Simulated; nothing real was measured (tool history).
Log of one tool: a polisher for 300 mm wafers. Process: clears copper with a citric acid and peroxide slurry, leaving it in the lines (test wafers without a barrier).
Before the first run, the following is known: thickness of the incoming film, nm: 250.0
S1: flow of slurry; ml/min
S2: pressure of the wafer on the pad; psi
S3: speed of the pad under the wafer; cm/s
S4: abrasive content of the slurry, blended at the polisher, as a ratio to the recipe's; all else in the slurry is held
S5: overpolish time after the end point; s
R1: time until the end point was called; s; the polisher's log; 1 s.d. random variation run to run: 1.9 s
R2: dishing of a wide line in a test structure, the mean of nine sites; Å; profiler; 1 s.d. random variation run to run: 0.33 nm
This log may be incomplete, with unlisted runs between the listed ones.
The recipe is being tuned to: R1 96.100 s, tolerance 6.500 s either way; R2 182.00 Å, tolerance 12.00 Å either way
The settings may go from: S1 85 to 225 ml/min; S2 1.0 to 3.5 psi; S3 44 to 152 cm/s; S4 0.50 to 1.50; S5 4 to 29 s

run 1 hour=0.0 | S1=145 S2=2.2 S3=98 S4=1.00 S5=15 | R1=152.580 R2=158.16
run 2 hour=5.3 | S1=145 S2=2.5 S3=100 S4=1.00 S5=14 | R1=130.780 R2=166.32
run 3 hour=14.1 | S1=145 S2=2.7 S3=100 S4=1.00 S5=13 | R1=119.710 R2=170.34
run 4 hour=22.9 | S1=145 S2=2.7 S3=124 S4=1.00 S5=13 | R1=96.821 R2=199.51
run 5 hour=29.7 | S1=145 S2=2.7 S3=124 S4=1.00 S5=8 | R1=99.938 R2=131.25
run 6 hour=38.5 | S1=145 S2=3.2 S3=124 S4=1.00 S5=8 | R1=84.222 R2=154.30
run 7 hour=42.5 | S1=140 S2=2.9 S3=120 S4=1.00 S5=14 | R1=94.605 R2=215.22
run 8 hour=46.7 | S1=140 S2=2.9 S3=120 S4=1.00 S5=14 | R1=99.562 R2=226.50
run 9 hour=54.5 | S1=145 S2=3.0 S3=120 S4=1.00 S5=9 | R1=92.049 R2=160.41

Which single option among these 4 for the next run brings every result within its allowed miss of target? Just one does.
run A hour=62.3 | S1=150 S2=3.1 S3=94 S4=1.00 S5=11 | R1=? R2=?
run B hour=62.3 | S1=135 S2=3.1 S3=114 S4=1.00 S5=11 | R1=? R2=?
run C hour=62.3 | S1=115 S2=3.0 S3=98 S4=0.95 S5=11 | R1=? R2=?
run D hour=62.3 | S1=150 S2=2.6 S3=114 S4=1.05 S5=11 | R1=? R2=?

move=A R1=117.170 R2=160.94
move=B R1=98.134 R2=186.67
move=C R1=120.720 R2=156.72
move=D R1=113.810 R2=163.97
A: moves away from the targets compared with the last run
B: all results in spec
C: moves away from the targets compared with the last run
D: moves away from the targets compared with the last run
Go with B: it meets all targets.
